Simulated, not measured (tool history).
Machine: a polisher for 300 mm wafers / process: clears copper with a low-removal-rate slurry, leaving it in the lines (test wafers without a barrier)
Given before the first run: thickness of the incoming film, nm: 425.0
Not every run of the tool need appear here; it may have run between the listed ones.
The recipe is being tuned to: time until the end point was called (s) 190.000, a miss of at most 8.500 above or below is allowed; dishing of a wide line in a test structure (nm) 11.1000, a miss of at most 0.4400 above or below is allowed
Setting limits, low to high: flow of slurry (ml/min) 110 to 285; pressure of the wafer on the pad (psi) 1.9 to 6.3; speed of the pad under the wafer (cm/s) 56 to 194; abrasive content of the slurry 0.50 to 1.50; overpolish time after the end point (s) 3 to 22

run  hour  flow of slurry (ml/min)  pressure of the wafer on the pad (psi)  speed of the pad under the wafer (cm/s)  abrasive content of the slurry  overpolish time after the end point (s)  time until the end point was called (s)  dishing of a wide line in a test structure (nm)
  1   0.0                      180                                     4.1                                      124                            1.00                                       11                                   63.639                                          36.6020
  2   4.8                      180                                     4.1                                      124                            1.00                                       15                                   63.879                                          43.5440
  3  10.9                      170                                     3.4                                      104                            0.95                                       11                                   92.301                                          28.4010
  4  18.0                      160                                     3.0                                       94                            0.85                                        9                                  122.450                                          20.1760
  5  23.3                      160                                     2.4                                       94                            0.85                                        9                                  146.660                                          16.9570
  6  28.7                      170                                     2.3                                       90                            0.80                                        8                                  163.020                                          14.2040
  7  35.1                      200                                     2.1                                       82                            0.70                                        6                                  197.970                                           9.4488
  8  38.9                      200                                     2.1                                       82                            0.70                                        6                                  191.640                                           9.2795
  9  40.5                      185                                     2.1                                       82                            0.70                                        6                                  205.980                                           9.2212
 10  43.7                      175                                     2.2                                       82                            0.70                                        6                                  190.170                                           9.5632
 11  46.5                      175                                     2.1                                       82                            0.75                                        6                                  195.200                                           9.2476
 12  51.3                      175                                     2.2                                       82                            0.70                                        6                                  193.790                                           9.4547
 13  54.0                      175                                     2.2                                       82                            0.70                                        6                                  196.230                                           9.6300
 14  57.7                      160                                     2.3                                       82                            0.70                                        6                                  190.680                                           9.7382
 15  64.9                      155                                     2.3                                       82                            0.70                                        6                                  185.500                                           9.7563
 16  73.0                      155                                     2.2                                       82                            0.75                                        6                                  193.810                                           9.5780
 17  81.0                      160                                     2.3                                       82                            0.75                                        9                                  183.640                                          14.3520
 18  88.2                      165                                     2.3                                       82                            0.70                                        9                                  184.730                                          14.0900
 19  94.5                      170                                     2.3                                       82                            0.65                                        8                                  190.970                                          12.5180
 20  99.8                      180                                     2.5                                       84                            0.55                                        6                                  179.370                                          10.4880

5 candidate next runs follow, results not yet known. Just one meets every target within its allowed miss. Identify it.
  A  105.1                      240                                     2.7                                       84                            0.50                                        5                                        ?                                                ?
  B  105.1                      190                                     3.2                                       58                            0.60                                        7                                        ?                                                ?
  C  105.1                      200                                     2.6                                       80                            0.50                                        6                                        ?                                                ?
  D  105.1                      165                                     2.0                                       88                            0.55                                        8                                        ?                                                ?
  E  105.1                      175                                     3.5                                       56                            0.55                                        6                                        ?                                                ?

move  time until the end point was called (s)  dishing of a wide line in a test structure (nm)
   A                                  166.860                                           9.4843
   B                                  196.630                                          11.1130
   C                                  184.920                                          10.1840
   D                                  215.960                                          11.3880
   E                                  192.860                                           9.8556
A: further off than the last run
B: every result lands within tolerance
C: further off than the last run
D: puts the biggest miss on target and leaves a different result outside tolerance
E: further off than the last run
Answer: B
